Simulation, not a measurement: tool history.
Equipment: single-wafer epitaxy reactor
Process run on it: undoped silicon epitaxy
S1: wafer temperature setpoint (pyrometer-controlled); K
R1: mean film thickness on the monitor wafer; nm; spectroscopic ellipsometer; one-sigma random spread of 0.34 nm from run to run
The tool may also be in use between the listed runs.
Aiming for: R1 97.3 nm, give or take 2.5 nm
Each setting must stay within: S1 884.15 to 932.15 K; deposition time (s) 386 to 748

Run 1, hour 0: S1 908.15 K, deposition time (s) 567. Result: R1 63.921 nm.
Run 2, hour 7: S1 902.15 K, deposition time (s) 567. Result: R1 56.606 nm.
Run 3, hour 8.3: S1 906.15 K, deposition time (s) 568. Result: R1 61.388 nm.
Run 4, hour 15: S1 906.15 K, deposition time (s) 492. Result: R1 53.329 nm.
Run 5, hour 19: S1 913.15 K, deposition time (s) 492. Result: R1 61.462 nm.
Run 6, hour 27.7: S1 923.15 K, deposition time (s) 492. Result: R1 73.692 nm.
Run 7, hour 34.8: S1 924.15 K, deposition time (s) 502. Result: R1 77.714 nm.
Run 8, hour 38: S1 925.15 K, deposition time (s) 508. Result: R1 79.64 nm.
Run 9, hour 43.1: S1 926.15 K, deposition time (s) 514. Result: R1 81.796 nm.

Exercise: of the 5 proposed moves below, exactly one satisfies all targets within the stated allowed misses. Which move is it?
Run A, hour 48.2: S1 931.15 K, deposition time (s) 595. Result: R1 ?.
Run B, hour 48.2: S1 922.15 K, deposition time (s) 609. Result: R1 ?.
Run C, hour 48.2: S1 932.15 K, deposition time (s) 508. Result: R1 ?.
Run D, hour 48.2: S1 932.15 K, deposition time (s) 538. Result: R1 ?.
Run E, hour 48.2: S1 928.15 K, deposition time (s) 629. Result: R1 ?.

move      R1
   A  104.95
   B  90.438
   C  91.318
   D  96.711
   E   104.8
A: carries the result that was furthest off beyond its target, to the other side
B: moves toward the targets from the last run without getting all of them in spec
C: moves toward the targets from the last run without getting all of them in spec
D: each result inside its tolerance
E: carries the result that was furthest off beyond its target, to the other side
Go with D: it meets all targets.
